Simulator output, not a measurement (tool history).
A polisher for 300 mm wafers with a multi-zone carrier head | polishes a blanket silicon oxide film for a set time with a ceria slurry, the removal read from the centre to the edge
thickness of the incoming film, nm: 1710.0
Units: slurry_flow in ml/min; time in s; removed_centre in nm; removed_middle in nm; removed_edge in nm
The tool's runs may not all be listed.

run,hour,slurry_flow,centre_zone,middle_zone,edge_zone,time,removed_centre,removed_middle,removed_edge
1,0.0,225,1.00,1.00,1.00,71,325.10,324.09,334.27
2,2.4,220,0.98,0.99,0.99,68,301.42,309.92,319.85
3,5.1,220,0.97,0.98,0.98,66,292.41,296.08,303.46
4,12.9,215,0.95,0.97,0.98,64,276.91,285.11,293.58
5,21.8,215,0.95,0.97,0.93,64,274.86,279.04,293.84
6,29.4,210,0.93,0.96,0.93,62,255.80,273.10,280.00
7,34.9,205,0.92,0.95,0.93,61,254.64,264.85,279.11
8,41.8,205,0.91,0.94,0.93,60,245.00,259.70,268.42
9,46.4,200,0.90,0.93,0.93,60,244.13,255.91,272.60
10,51.2,200,0.89,0.93,0.93,59,234.67,248.66,267.59
11,56.2,200,0.88,0.93,0.92,58,227.82,248.21,255.93
12,59.4,195,0.87,0.92,0.92,58,226.95,246.29,257.36
13,62.6,180,0.81,0.87,0.90,52,184.93,207.10,225.57
14,69.4,180,0.81,0.87,0.90,52,185.64,207.65,223.58

Run 15 comes next. What will it give?
15,71.1,185,0.81,0.87,0.91,52,?,?,?

removed_centre: 187.54 nm
removed_middle: 206.40 nm
removed_edge: 231.18 nm

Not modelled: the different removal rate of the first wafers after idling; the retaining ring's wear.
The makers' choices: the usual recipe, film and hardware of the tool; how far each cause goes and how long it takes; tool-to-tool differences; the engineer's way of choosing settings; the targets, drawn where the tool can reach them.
